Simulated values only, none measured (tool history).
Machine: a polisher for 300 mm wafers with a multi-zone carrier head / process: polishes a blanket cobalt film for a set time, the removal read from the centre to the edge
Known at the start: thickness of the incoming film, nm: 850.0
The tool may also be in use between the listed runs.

| run | hour | flow of slurry (ml/min) | pressure of the head's centre zone | pressure of the head's middle zone | pressure of the head's edge zone | polishing time (s) | film removed at the wafer's centre (Å) | film removed at mid-radius (Å) | film removed at the wafer's edge (Å) |
|---|---|---|---|---|---|---|---|---|---|
| 1 | 0.0 | 285 | 1.00 | 1.00 | 1.00 | 55 | 3324.6 | 3318.7 | 3171.9 |
| 2 | 6.5 | 285 | 1.00 | 0.97 | 1.00 | 55 | 3298.4 | 3264.1 | 3268.5 |
| 3 | 8.6 | 285 | 0.96 | 0.97 | 1.00 | 55 | 3148.7 | 3261.2 | 3213.2 |
| 4 | 15.9 | 285 | 0.92 | 0.97 | 1.00 | 55 | 2988.9 | 3138.5 | 3206.1 |
| 5 | 24.5 | 285 | 0.84 | 0.97 | 1.00 | 55 | 2772.0 | 3253.9 | 3156.4 |
| 6 | 29.5 | 280 | 0.88 | 0.93 | 0.97 | 51 | 2667.6 | 2902.5 | 2906.9 |
| 7 | 30.4 | 275 | 0.91 | 0.90 | 0.97 | 48 | 2592.6 | 2704.9 | 2758.4 |
| 8 | 39.1 | 255 | 1.01 | 0.81 | 1.03 | 36 | 2132.6 | 1808.0 | 2127.2 |
| 9 | 40.7 | 275 | 1.02 | 0.84 | 1.05 | 37 | 2219.8 | 1896.2 | 2221.0 |
| 10 | 46.9 | 290 | 1.02 | 0.86 | 1.06 | 37 | 2265.6 | 1997.0 | 2250.4 |
| 11 | 50.0 | 300 | 1.02 | 0.86 | 1.07 | 37 | 2284.1 | 2012.6 | 2283.1 |
| 12 | 57.1 | 310 | 1.02 | 0.86 | 1.08 | 37 | 2274.9 | 2006.4 | 2290.0 |
| 13 | 63.4 | 320 | 1.02 | 0.87 | 1.09 | 37 | 2288.9 | 1998.6 | 2295.3 |
| 14 | 68.1 | 330 | 1.02 | 0.88 | 1.10 | 37 | 2312.5 | 2045.7 | 2291.6 |

The next listed run, before its measurement:
| 15 | 72.4 | 330 | 1.02 | 0.88 | 1.11 | 37 | ? | ? | ? |

film removed at the wafer's centre (Å): 2285.1
film removed at mid-radius (Å): 2111.7
film removed at the wafer's edge (Å): 2285.5

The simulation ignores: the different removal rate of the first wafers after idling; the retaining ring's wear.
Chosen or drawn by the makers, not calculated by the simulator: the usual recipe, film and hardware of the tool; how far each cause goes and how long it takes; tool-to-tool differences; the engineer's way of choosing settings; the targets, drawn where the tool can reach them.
